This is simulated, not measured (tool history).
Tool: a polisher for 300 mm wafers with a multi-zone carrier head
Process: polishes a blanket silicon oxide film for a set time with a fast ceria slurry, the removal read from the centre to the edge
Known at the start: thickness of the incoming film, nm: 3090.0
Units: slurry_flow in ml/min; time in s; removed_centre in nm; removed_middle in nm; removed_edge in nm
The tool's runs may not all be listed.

run	day	slurry_flow	centre_zone	middle_zone	edge_zone	time	removed_centre	removed_middle	removed_edge
1	0.000	300	1.00	1.00	1.00	32	604.54	608.52	590.91
2	0.279	300	1.00	1.00	1.00	26	476.53	487.68	495.87
3	0.412	300	0.99	0.99	1.03	26	479.40	482.96	499.37
4	0.517	295	0.97	0.98	1.06	26	465.90	479.94	497.63
5	0.550	300	0.95	0.96	1.09	26	459.94	463.66	524.51
6	0.642	300	0.99	0.96	1.09	26	471.76	473.28	504.92
7	0.858	305	0.97	0.96	1.10	26	461.14	474.79	517.17

Forecast run 8:
8	1.104	305	0.96	0.96	1.11	26	?	?	?

{"run 8": {"removed_centre": 461.07, "removed_middle": 469.05, "removed_edge": 507.48}}
